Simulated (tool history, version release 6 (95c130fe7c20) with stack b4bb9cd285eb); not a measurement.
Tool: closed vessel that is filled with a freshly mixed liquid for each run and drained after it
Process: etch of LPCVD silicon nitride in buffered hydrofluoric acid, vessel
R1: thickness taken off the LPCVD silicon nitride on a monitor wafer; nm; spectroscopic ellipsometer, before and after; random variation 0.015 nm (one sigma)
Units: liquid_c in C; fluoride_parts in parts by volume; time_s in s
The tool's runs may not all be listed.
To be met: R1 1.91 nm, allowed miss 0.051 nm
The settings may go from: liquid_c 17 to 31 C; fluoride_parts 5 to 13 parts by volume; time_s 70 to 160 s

Run 1, hour 0: liquid_c 23 C, fluoride_parts 8 parts by volume, time_s 160 s. Result: R1 2.4793 nm.
Run 2, hour 8.1: liquid_c 23 C, fluoride_parts 10 parts by volume, time_s 160 s. Result: R1 2.0218 nm.
Run 3, hour 9.6: liquid_c 23 C, fluoride_parts 12 parts by volume, time_s 160 s. Result: R1 1.7264 nm.
Run 4, hour 17.4: liquid_c 23.5 C, fluoride_parts 12 parts by volume, time_s 160 s. Result: R1 1.7676 nm.
Run 5, hour 24.3: liquid_c 23.5 C, fluoride_parts 10 parts by volume, time_s 160 s. Result: R1 2.1232 nm.
Run 6, hour 31: liquid_c 23.5 C, fluoride_parts 10 parts by volume, time_s 70 s. Result: R1 0.9084 nm.
Run 7, hour 35.2: liquid_c 21.5 C, fluoride_parts 9 parts by volume, time_s 70 s. Result: R1 0.87317 nm.
Run 8, hour 44.3: liquid_c 22.5 C, fluoride_parts 9 parts by volume, time_s 70 s. Result: R1 0.94818 nm.
Run 9, hour 47.7: liquid_c 24 C, fluoride_parts 9 parts by volume, time_s 70 s. Result: R1 1.0218 nm.

5 next moves are on the table. One of them brings every result within its allowed miss. Which?
Run A, hour 51.1: liquid_c 27 C, fluoride_parts 9.5 parts by volume, time_s 115 s. Result: R1 ?.
Run B, hour 51.1: liquid_c 17.5 C, fluoride_parts 7.5 parts by volume, time_s 110 s. Result: R1 ?.
Run C, hour 51.1: liquid_c 24.5 C, fluoride_parts 10.5 parts by volume, time_s 155 s. Result: R1 ?.
Run D, hour 51.1: liquid_c 22 C, fluoride_parts 9 parts by volume, time_s 155 s. Result: R1 ?.
Run E, hour 51.1: liquid_c 25.5 C, fluoride_parts 8 parts by volume, time_s 125 s. Result: R1 ?.

move      R1
   A  1.8971
   B  1.3549
   C  2.0634
   D  2.0161
   E  2.2363
A: meets every target
B: nearer than the last run, and not there yet
C: takes the result that was furthest off past its target
D: takes the result that was furthest off past its target
E: takes the result that was furthest off past its target
Move A is the one to make.

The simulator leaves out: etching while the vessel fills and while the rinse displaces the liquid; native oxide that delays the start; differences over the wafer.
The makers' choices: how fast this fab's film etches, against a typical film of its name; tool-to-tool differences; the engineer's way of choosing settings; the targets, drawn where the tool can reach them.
